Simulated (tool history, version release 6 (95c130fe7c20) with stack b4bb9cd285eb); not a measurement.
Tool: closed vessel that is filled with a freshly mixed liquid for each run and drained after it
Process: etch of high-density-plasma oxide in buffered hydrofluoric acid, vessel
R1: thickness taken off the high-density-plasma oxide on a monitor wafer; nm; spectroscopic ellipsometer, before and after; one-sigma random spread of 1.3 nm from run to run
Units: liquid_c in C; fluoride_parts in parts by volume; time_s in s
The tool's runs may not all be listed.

Run 1, hour 0.0: liquid_c 21.0 C, fluoride_parts 20 parts by volume, time_s 95 s. Result: R1 102.32 nm.
Run 2, hour 4.8: liquid_c 21.0 C, fluoride_parts 20 parts by volume, time_s 105 s. Result: R1 113.71 nm.
Run 3, hour 13.2: liquid_c 21.5 C, fluoride_parts 20 parts by volume, time_s 105 s. Result: R1 119.41 nm.
Run 4, hour 17.7: liquid_c 19.5 C, fluoride_parts 20 parts by volume, time_s 105 s. Result: R1 104.80 nm.
Run 5, hour 26.6: liquid_c 20.5 C, fluoride_parts 20 parts by volume, time_s 105 s. Result: R1 111.73 nm.
Run 6, hour 28.9: liquid_c 21.0 C, fluoride_parts 20 parts by volume, time_s 105 s. Result: R1 116.88 nm.
Run 7, hour 30.0: liquid_c 21.5 C, fluoride_parts 20 parts by volume, time_s 105 s. Result: R1 118.55 nm.
Run 8, hour 33.9: liquid_c 22.0 C, fluoride_parts 20 parts by volume, time_s 105 s. Result: R1 120.89 nm.

Predict the results of run 9:
Run 9, hour 34.6: liquid_c 22.0 C, fluoride_parts 20 parts by volume, time_s 105 s. Result: R1 ?.

Run 9 produced R1 120.22 nm.
